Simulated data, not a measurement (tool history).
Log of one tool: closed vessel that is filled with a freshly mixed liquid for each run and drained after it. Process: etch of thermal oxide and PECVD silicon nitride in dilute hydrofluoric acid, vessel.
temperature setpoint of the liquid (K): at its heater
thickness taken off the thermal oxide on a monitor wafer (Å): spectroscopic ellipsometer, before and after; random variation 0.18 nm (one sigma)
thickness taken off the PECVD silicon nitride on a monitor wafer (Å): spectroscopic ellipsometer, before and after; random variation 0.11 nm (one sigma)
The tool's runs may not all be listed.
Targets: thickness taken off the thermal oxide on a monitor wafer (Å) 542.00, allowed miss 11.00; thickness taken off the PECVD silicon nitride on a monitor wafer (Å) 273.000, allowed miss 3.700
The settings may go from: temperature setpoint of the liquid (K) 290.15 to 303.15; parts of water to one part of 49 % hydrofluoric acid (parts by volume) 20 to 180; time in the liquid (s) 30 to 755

run    day  temperature setpoint of the liquid (K)  parts of water to one part of 49 % hydrofluoric acid (parts by volume)  time in the liquid (s)  thickness taken off the thermal oxide on a monitor wafer (Å)  thickness taken off the PECVD silicon nitride on a monitor wafer (Å)
  1  0.000                                  295.15                                                                     100                     385                                                        186.08                                                               107.050
  2  0.325                                  295.15                                                                     100                     240                                                        115.78                                                                67.026
  3  0.633                                  293.15                                                                     100                     240                                                        106.81                                                                58.364
  4  0.833                                  293.15                                                                      75                     240                                                        146.70                                                                77.280
  5  0.962                                  295.15                                                                      75                     240                                                        159.32                                                                89.057
  6  1.121                                  295.15                                                                      60                     285                                                        240.31                                                               131.110
  7  1.350                                  295.65                                                                      50                     295                                                        307.47                                                               166.940
  8  1.633                                  295.65                                                                      50                     295                                                        308.77                                                               167.080

4 next moves are on the table. One of them brings every result within its allowed miss. Which?
  A  1.917                                  294.15                                                                      30                     325                                                             ?                                                                     ?
  B  1.917                                  299.15                                                                      80                     225                                                             ?                                                                     ?
  C  1.917                                  292.15                                                                      20                     245                                                             ?                                                                     ?
  D  1.917                                  290.15                                                                      20                     235                                                             ?                                                                     ?

move  thickness taken off the thermal oxide on a monitor wafer (Å)  thickness taken off the PECVD silicon nitride on a monitor wafer (Å)
   A                                                        543.09                                                               272.630
   B                                                        162.34                                                               101.500
   C                                                        570.02                                                               263.100
   D                                                        500.61                                                               218.750
A: meets every target
B: further off than the last run
C: nearer than the last run, and not there yet
D: nearer than the last run, and not there yet
Move A is the one to make.

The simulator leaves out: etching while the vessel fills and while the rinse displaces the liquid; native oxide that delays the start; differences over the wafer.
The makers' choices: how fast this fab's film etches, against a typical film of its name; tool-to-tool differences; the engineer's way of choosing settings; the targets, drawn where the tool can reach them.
